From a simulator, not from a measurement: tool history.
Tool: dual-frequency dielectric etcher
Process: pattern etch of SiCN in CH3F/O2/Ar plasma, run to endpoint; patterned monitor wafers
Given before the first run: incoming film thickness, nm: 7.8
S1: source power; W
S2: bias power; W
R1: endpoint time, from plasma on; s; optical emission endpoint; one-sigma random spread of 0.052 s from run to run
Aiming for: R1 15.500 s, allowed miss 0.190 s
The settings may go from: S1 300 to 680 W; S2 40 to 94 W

run  hour   S1  S2      R1
  1   0.0  490  67  18.431
  2   6.7  410  67  19.890
  3  10.3  490  67  18.373
  4  15.0  490  74  17.894
  5  19.4  490  67  18.431
  6  27.0  540  68  17.623
  7  33.1  580  69  16.961
  8  35.3  610  70  16.592

5 candidate next runs follow, results not yet known. Just one meets every target within its allowed miss. Identify it.
  A  37.5  670  76   ?
  B  37.5  490  69   ?
  C  37.5  680  82   ?
  D  37.5  610  63   ?
  E  37.5  650  63   ?

move      R1
   A  15.500
   B  18.173
   C  15.005
   D  17.158
   E  16.724
A: every result within its allowed miss
B: its largest miss is bigger than the last run's
C: takes the result that was furthest off past its target
D: its largest miss is bigger than the last run's
E: its largest miss is bigger than the last run's
A is the move that brings every result within its allowed miss.
